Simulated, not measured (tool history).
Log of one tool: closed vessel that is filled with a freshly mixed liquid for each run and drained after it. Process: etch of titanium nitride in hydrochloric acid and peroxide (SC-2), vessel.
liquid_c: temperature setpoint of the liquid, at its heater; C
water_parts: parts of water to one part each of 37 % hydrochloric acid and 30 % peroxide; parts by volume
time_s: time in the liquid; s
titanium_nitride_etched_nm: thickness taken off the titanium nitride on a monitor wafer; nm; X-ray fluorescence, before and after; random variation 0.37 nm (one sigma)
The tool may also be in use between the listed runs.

run,hour,liquid_c,water_parts,time_s,titanium_nitride_etched_nm
1,0.0,64.0,11,1120,65.920
2,6.0,64.0,13,1120,56.858
3,10.0,67.5,13,1120,70.363
4,17.9,67.5,13,1195,75.059
5,26.9,67.5,16,1195,61.310
6,34.9,67.5,13,1195,73.882
# hour 41.3: chemicals flow meter replaced
7,41.3,67.5,13,1195,69.917
8,50.7,66.5,13,1195,66.097
9,58.8,65.5,13,1195,61.697
10,64.3,65.0,13,1195,59.806
11,68.0,64.5,13,1195,58.274

The next listed run, before its measurement:
12,71.2,64.0,13,1195,?

{"run 12": {"titanium_nitride_etched_nm": 56.834}}
